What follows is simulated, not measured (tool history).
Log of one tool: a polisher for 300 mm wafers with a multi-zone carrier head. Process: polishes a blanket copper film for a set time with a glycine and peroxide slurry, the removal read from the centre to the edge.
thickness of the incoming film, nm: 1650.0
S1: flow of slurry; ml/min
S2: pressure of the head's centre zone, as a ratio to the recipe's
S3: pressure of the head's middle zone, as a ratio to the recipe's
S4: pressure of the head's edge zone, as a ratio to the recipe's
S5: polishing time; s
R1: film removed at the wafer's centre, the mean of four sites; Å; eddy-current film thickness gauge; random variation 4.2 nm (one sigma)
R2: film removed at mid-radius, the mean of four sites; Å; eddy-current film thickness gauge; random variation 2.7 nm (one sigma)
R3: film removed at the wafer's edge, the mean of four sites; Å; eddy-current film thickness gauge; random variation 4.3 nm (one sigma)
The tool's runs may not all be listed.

{"run": 1, "hour": 0.0, "S1": 275, "S2": 1, "S3": 1, "S4": 1, "S5": 59, "R1": 2674, "R2": 2743.7, "R3": 2651.1}
{"run": 2, "hour": 5.5, "S1": 275, "S2": 1, "S3": 1.05, "S4": 1, "S5": 59, "R1": 2768, "R2": 2811.2, "R3": 2676}
{"run": 3, "hour": 13.0, "S1": 275, "S2": 1, "S3": 1.09, "S4": 1, "S5": 59, "R1": 2747.6, "R2": 2896, "R3": 2655.6}
{"run": 4, "hour": 16.5, "S1": 280, "S2": 1.03, "S3": 1.08, "S4": 1.04, "S5": 63, "R1": 3001.5, "R2": 3082.9, "R3": 2873.6}
{"run": 5, "hour": 21.5, "S1": 280, "S2": 1.06, "S3": 1.05, "S4": 1.07, "S5": 67, "R1": 3341.5, "R2": 3184.7, "R3": 3058}
{"run": 6, "hour": 25.2, "S1": 280, "S2": 1.06, "S3": 1.02, "S4": 1.07, "S5": 67, "R1": 3316.2, "R2": 3089.9, "R3": 3111}

The next listed run, before its measurement:
{"run": 7, "hour": 29.9, "S1": 285, "S2": 1.07, "S3": 1.03, "S4": 1.09, "S5": 70, "R1": "?", "R2": "?", "R3": "?"}

{"run 7": {"R1": 3424.7, "R2": 3303.2, "R3": 3282.5}}
